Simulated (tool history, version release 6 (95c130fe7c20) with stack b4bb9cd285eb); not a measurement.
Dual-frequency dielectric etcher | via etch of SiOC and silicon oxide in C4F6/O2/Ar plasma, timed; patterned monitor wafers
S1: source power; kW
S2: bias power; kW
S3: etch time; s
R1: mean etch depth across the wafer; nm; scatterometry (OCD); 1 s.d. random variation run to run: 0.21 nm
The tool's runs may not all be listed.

Run 1, hour 0: S1 0.47 kW, S2 0.195 kW, S3 102 s. Result: R1 116.16 nm.
Run 2, hour 5.6: S1 0.44 kW, S2 0.185 kW, S3 102 s. Result: R1 111.07 nm.
Run 3, hour 12.1: S1 0.42 kW, S2 0.177 kW, S3 102 s. Result: R1 107.9 nm.
Run 4, hour 12.8: S1 0.42 kW, S2 0.177 kW, S3 102 s. Result: R1 107.3 nm.
Run 5, hour 15.5: S1 0.4 kW, S2 0.171 kW, S3 102 s. Result: R1 104.56 nm.
Run 6, hour 21.8: S1 0.38 kW, S2 0.165 kW, S3 102 s. Result: R1 101.39 nm.

Predict the results of run 7:
Run 7, hour 28.6: S1 0.37 kW, S2 0.161 kW, S3 102 s. Result: R1 ?.

R1: 99.797 nm
